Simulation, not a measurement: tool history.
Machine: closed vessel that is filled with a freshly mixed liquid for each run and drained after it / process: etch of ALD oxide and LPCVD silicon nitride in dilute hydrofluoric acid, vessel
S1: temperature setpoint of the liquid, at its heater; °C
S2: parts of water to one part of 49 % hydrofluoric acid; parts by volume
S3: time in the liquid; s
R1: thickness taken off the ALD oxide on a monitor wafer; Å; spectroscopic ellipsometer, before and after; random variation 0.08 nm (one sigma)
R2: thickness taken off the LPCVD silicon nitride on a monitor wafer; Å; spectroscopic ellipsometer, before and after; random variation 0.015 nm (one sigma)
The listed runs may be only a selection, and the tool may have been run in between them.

run,hour,S1,S2,S3,R1,R2
1,0.0,24.0,165,240,254.54,7.9448
2,8.5,24.0,205,240,196.81,6.3226
3,12.5,22.5,205,240,185.99,5.6701
4,20.5,22.5,150,240,268.13,7.6745
5,25.6,21.5,155,240,248.39,6.9198
6,32.5,21.0,155,240,244.35,6.6042
7,40.0,20.5,155,240,241.08,6.7416

Estimate the outcome of run 8 from the log above:
8,43.6,20.0,155,240,?,?

Run 8 came out at R1 234.56 Å, R2 6.1997 Å.
